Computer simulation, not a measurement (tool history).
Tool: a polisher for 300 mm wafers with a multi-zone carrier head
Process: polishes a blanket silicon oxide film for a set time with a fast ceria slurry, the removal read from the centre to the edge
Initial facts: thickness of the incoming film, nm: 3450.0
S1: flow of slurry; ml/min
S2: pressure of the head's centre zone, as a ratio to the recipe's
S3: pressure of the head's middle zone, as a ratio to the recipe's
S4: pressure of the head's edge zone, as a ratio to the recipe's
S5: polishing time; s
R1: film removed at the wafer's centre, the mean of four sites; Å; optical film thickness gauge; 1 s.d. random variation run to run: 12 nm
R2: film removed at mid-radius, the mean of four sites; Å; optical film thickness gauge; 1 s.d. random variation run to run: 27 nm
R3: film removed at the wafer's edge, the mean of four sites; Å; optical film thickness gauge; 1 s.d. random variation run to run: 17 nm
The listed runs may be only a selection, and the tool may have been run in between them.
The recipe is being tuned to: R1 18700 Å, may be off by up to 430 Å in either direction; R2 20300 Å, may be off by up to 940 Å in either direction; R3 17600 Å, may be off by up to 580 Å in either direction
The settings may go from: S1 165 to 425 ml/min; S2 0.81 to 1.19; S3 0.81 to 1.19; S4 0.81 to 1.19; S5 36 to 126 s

{"run": 1, "day": 0.0, "S1": 275, "S2": 1, "S3": 1, "S4": 1, "S5": 81, "R1": 12850, "R2": 12706, "R3": 13404}
{"run": 2, "day": 0.179, "S1": 295, "S2": 1.02, "S3": 1.06, "S4": 0.99, "S5": 88, "R1": 14482, "R2": 14330, "R3": 14345}
{"run": 3, "day": 0.467, "S1": 290, "S2": 1.01, "S3": 1.1, "S4": 0.97, "S5": 95, "R1": 15419, "R2": 15892, "R3": 15359}
{"run": 4, "day": 0.612, "S1": 305, "S2": 1.01, "S3": 1.13, "S4": 0.95, "S5": 100, "R1": 16417, "R2": 17187, "R3": 16088}
{"run": 5, "day": 0.862, "S1": 305, "S2": 1.01, "S3": 1.13, "S4": 0.95, "S5": 113, "R1": 18630, "R2": 19638, "R3": 18357}
{"run": 6, "day": 1.025, "S1": 360, "S2": 1.01, "S3": 1.13, "S4": 0.95, "S5": 113, "R1": 18781, "R2": 19976, "R3": 18418}
{"run": 7, "day": 1.162, "S1": 365, "S2": 1.01, "S3": 1.14, "S4": 0.93, "S5": 113, "R1": 19008, "R2": 20152, "R3": 18166}
{"run": 8, "day": 1.488, "S1": 365, "S2": 1.01, "S3": 1.15, "S4": 0.92, "S5": 113, "R1": 18839, "R2": 20435, "R3": 18022}

Consider the 5 candidate settings below. Which is the only one whose results all fall within their allowed miss of target?
{"run": "A", "day": 1.812, "S1": 325, "S2": 0.95, "S3": 1.04, "S4": 0.89, "S5": 119, "R1": "?", "R2": "?", "R3": "?"}
{"run": "B", "day": 1.812, "S1": 410, "S2": 1.04, "S3": 1.19, "S4": 0.93, "S5": 108, "R1": "?", "R2": "?", "R3": "?"}
{"run": "C", "day": 1.812, "S1": 380, "S2": 1.07, "S3": 1.19, "S4": 0.81, "S5": 111, "R1": "?", "R2": "?", "R3": "?"}
{"run": "D", "day": 1.812, "S1": 360, "S2": 0.96, "S3": 1.19, "S4": 0.92, "S5": 117, "R1": "?", "R2": "?", "R3": "?"}
{"run": "E", "day": 1.812, "S1": 405, "S2": 1.03, "S3": 1.19, "S4": 0.81, "S5": 114, "R1": "?", "R2": "?", "R3": "?"}

move=A R1=18627 R2=19234 R3=19218
move=B R1=18902 R2=19931 R3=18015
move=C R1=19873 R2=20375 R3=17295
move=D R1=18695 R2=21399 R3=19275
move=E R1=19740 R2=21026 R3=17825
A: misses by more than the last run did
B: in spec on every target
C: meets the target for the result that was furthest off, but another lies outside its allowed miss
D: misses by more than the last run did
E: meets the target for the result that was furthest off, but another lies outside its allowed miss
Correct choice: B, which meets every target

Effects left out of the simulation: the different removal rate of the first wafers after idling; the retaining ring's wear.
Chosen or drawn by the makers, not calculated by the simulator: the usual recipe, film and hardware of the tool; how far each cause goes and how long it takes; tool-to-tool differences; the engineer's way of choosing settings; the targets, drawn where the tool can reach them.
